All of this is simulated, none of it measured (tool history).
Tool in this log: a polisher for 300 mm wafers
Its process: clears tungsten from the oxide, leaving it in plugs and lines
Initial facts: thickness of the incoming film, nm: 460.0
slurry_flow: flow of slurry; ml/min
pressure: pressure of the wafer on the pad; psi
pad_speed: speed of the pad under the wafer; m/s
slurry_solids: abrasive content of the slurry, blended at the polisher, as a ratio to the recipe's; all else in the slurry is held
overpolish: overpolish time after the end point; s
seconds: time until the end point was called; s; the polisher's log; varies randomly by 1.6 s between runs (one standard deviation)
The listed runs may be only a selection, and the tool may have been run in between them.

run 1 hour=0 | slurry_flow=250 pressure=4.7 pad_speed=0.94 slurry_solids=1 overpolish=48 | seconds=86.45
run 2 hour=0.6 | slurry_flow=195 pressure=4.7 pad_speed=0.94 slurry_solids=1 overpolish=48 | seconds=88.72
run 3 hour=3.9 | slurry_flow=195 pressure=5.4 pad_speed=0.94 slurry_solids=1 overpolish=48 | seconds=75.556
run 4 hour=11 | slurry_flow=195 pressure=4.4 pad_speed=0.94 slurry_solids=1 overpolish=48 | seconds=94.221
run 5 hour=13.2 | slurry_flow=250 pressure=4.4 pad_speed=0.94 slurry_solids=1 overpolish=48 | seconds=91.694
run 6 hour=19.5 | slurry_flow=245 pressure=3.8 pad_speed=0.9 slurry_solids=1 overpolish=48 | seconds=109.76
run 7 hour=23.2 | slurry_flow=245 pressure=3.3 pad_speed=0.86 slurry_solids=1 overpolish=48 | seconds=127.67
run 8 hour=29.6 | slurry_flow=245 pressure=3 pad_speed=0.84 slurry_solids=1 overpolish=48 | seconds=140.07
run 9 hour=33.5 | slurry_flow=240 pressure=2.7 pad_speed=0.82 slurry_solids=1 overpolish=48 | seconds=162.18
run 10 hour=34.1 | slurry_flow=225 pressure=2.6 pad_speed=0.82 slurry_solids=1 overpolish=48 | seconds=165.87
run 11 hour=41.5 | slurry_flow=210 pressure=2.6 pad_speed=0.82 slurry_solids=1 overpolish=48 | seconds=168.75

Run 12 comes next. What will it give?
run 12 hour=49.1 | slurry_flow=200 pressure=2.6 pad_speed=0.82 slurry_solids=1 overpolish=48 | seconds=?

seconds: 169.46 s
